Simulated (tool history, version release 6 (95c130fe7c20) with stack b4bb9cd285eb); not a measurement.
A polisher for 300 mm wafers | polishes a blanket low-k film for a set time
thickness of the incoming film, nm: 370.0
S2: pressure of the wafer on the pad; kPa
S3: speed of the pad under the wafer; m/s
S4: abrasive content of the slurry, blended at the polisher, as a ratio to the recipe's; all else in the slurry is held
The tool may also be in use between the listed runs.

{"run": 1, "hour": 0.0, "flow of slurry (ml/min)": 315, "S2": 13.1, "S3": 0.96, "S4": 1, "polishing time (s)": 36, "film removed (angstrom)": 119.58}
{"run": 2, "hour": 8.8, "flow of slurry (ml/min)": 315, "S2": 13.8, "S3": 0.96, "S4": 1, "polishing time (s)": 36, "film removed (angstrom)": 124.04}
{"run": 3, "hour": 16.4, "flow of slurry (ml/min)": 315, "S2": 14.5, "S3": 0.96, "S4": 1, "polishing time (s)": 36, "film removed (angstrom)": 128.21}
{"run": 4, "hour": 22.5, "flow of slurry (ml/min)": 315, "S2": 14.5, "S3": 0.96, "S4": 1, "polishing time (s)": 33, "film removed (angstrom)": 117.28}
{"run": 5, "hour": 26.1, "flow of slurry (ml/min)": 315, "S2": 15.9, "S3": 0.98, "S4": 1, "polishing time (s)": 33, "film removed (angstrom)": 126.3}
{"run": 6, "hour": 32.6, "flow of slurry (ml/min)": 315, "S2": 15.9, "S3": 1.2, "S4": 1, "polishing time (s)": 33, "film removed (angstrom)": 142.49}

The next listed run, before its measurement:
{"run": 7, "hour": 33.7, "flow of slurry (ml/min)": 315, "S2": 16.5, "S3": 1.2, "S4": 1, "polishing time (s)": 33, "film removed (angstrom)": "?"}

film removed (angstrom): 147.96
